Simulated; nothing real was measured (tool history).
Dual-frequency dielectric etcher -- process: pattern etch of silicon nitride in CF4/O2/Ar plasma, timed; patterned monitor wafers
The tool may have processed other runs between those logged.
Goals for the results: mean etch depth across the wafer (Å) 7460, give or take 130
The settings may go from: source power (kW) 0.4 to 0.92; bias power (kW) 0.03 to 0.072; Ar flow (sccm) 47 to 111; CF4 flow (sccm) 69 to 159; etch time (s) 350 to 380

| run | hour | source power (kW) | bias power (kW) | Ar flow (sccm) | CF4 flow (sccm) | etch time (s) | mean etch depth across the wafer (Å) |
|---|---|---|---|---|---|---|---|
| 1 | 0 | 0.66 | 0.051 | 79 | 114 | 380 | 9750.5 |
| 2 | 4 | 0.66 | 0.051 | 72 | 114 | 380 | 9855.1 |
| 3 | 11.1 | 0.62 | 0.051 | 72 | 114 | 380 | 9444 |
| 4 | 12.2 | 0.62 | 0.051 | 64 | 114 | 380 | 9719.2 |
| 5 | 17.5 | 0.62 | 0.051 | 64 | 114 | 350 | 8780.6 |
| 6 | 23.8 | 0.62 | 0.051 | 64 | 131 | 350 | 9023.5 |
| 7 | 27.7 | 0.59 | 0.051 | 64 | 131 | 350 | 8769.4 |
| 8 | 30 | 0.56 | 0.051 | 64 | 131 | 350 | 8557.2 |
| 9 | 35.4 | 0.53 | 0.051 | 64 | 131 | 350 | 8244.4 |

Which single option among these 5 for the next run brings every result within its allowed miss of target? Just one does.
| A | 40.8 | 0.46 | 0.045 | 66 | 134 | 359 | ? |
| B | 40.8 | 0.56 | 0.055 | 62 | 131 | 350 | ? |
| C | 40.8 | 0.41 | 0.05 | 68 | 124 | 350 | ? |
| D | 40.8 | 0.58 | 0.053 | 63 | 126 | 350 | ? |
| E | 40.8 | 0.42 | 0.045 | 47 | 116 | 350 | ? |

| move | mean etch depth across the wafer (Å) |
|---|---|
| A | 7408.3 |
| B | 8717.6 |
| C | 7061.2 |
| D | 8709.6 |
| E | 7025.9 |
A: each result inside its tolerance
B: lands further from the targets than the last run did
C: pushes the last run's worst result past its target
D: lands further from the targets than the last run did
E: pushes the last run's worst result past its target
So the answer is move A, the one that meets all the targets.

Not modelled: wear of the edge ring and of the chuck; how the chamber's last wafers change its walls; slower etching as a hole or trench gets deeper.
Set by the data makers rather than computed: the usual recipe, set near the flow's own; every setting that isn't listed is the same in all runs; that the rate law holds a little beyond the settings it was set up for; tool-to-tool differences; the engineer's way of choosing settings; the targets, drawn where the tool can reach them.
